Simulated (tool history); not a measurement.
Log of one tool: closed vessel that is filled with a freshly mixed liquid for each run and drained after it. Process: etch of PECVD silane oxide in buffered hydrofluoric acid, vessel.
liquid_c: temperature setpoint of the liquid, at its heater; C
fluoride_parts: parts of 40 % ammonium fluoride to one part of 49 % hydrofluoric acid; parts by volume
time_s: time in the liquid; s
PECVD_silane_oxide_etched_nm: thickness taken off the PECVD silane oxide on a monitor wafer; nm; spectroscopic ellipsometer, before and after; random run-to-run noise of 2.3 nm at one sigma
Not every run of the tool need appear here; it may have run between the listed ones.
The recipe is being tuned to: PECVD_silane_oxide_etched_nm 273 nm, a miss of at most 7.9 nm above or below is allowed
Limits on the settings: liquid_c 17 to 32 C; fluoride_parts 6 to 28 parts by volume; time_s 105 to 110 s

{"run": 1, "day": 0.0, "liquid_c": 24, "fluoride_parts": 17, "time_s": 105, "PECVD_silane_oxide_etched_nm": 158.9}
{"run": 2, "day": 0.338, "liquid_c": 26.5, "fluoride_parts": 16.5, "time_s": 105, "PECVD_silane_oxide_etched_nm": 188.5}
{"run": 3, "day": 0.546, "liquid_c": 26.5, "fluoride_parts": 13, "time_s": 105, "PECVD_silane_oxide_etched_nm": 237.51}
{"run": 4, "day": 0.579, "liquid_c": 26.5, "fluoride_parts": 13, "time_s": 105, "PECVD_silane_oxide_etched_nm": 236.24}
{"run": 5, "day": 0.6, "liquid_c": 27.5, "fluoride_parts": 13, "time_s": 105, "PECVD_silane_oxide_etched_nm": 246.8}
{"run": 6, "day": 0.804, "liquid_c": 27.5, "fluoride_parts": 13, "time_s": 105, "PECVD_silane_oxide_etched_nm": 245.16}
{"run": 7, "day": 0.95, "liquid_c": 28, "fluoride_parts": 13, "time_s": 105, "PECVD_silane_oxide_etched_nm": 257.83}
{"run": 8, "day": 1.208, "liquid_c": 28.5, "fluoride_parts": 13, "time_s": 105, "PECVD_silane_oxide_etched_nm": 260.65}

Of the 5 settings listed for the next run, only one would bring every result within its allowed miss of target. Which one?
{"run": "A", "day": 1.467, "liquid_c": 26, "fluoride_parts": 11.5, "time_s": 105, "PECVD_silane_oxide_etched_nm": "?"}
{"run": "B", "day": 1.467, "liquid_c": 25.5, "fluoride_parts": 11, "time_s": 110, "PECVD_silane_oxide_etched_nm": "?"}
{"run": "C", "day": 1.467, "liquid_c": 28, "fluoride_parts": 14, "time_s": 110, "PECVD_silane_oxide_etched_nm": "?"}
{"run": "D", "day": 1.467, "liquid_c": 26.5, "fluoride_parts": 13, "time_s": 110, "PECVD_silane_oxide_etched_nm": "?"}
{"run": "E", "day": 1.467, "liquid_c": 30, "fluoride_parts": 14.5, "time_s": 105, "PECVD_silane_oxide_etched_nm": "?"}

move=A PECVD_silane_oxide_etched_nm=257.27
move=B PECVD_silane_oxide_etched_nm=273.98
move=C PECVD_silane_oxide_etched_nm=247.49
move=D PECVD_silane_oxide_etched_nm=245.61
move=E PECVD_silane_oxide_etched_nm=253.72
A: its largest miss is bigger than the last run's
B: all results in spec
C: its largest miss is bigger than the last run's
D: its largest miss is bigger than the last run's
E: its largest miss is bigger than the last run's
So the answer is move B, the one that meets all the targets.

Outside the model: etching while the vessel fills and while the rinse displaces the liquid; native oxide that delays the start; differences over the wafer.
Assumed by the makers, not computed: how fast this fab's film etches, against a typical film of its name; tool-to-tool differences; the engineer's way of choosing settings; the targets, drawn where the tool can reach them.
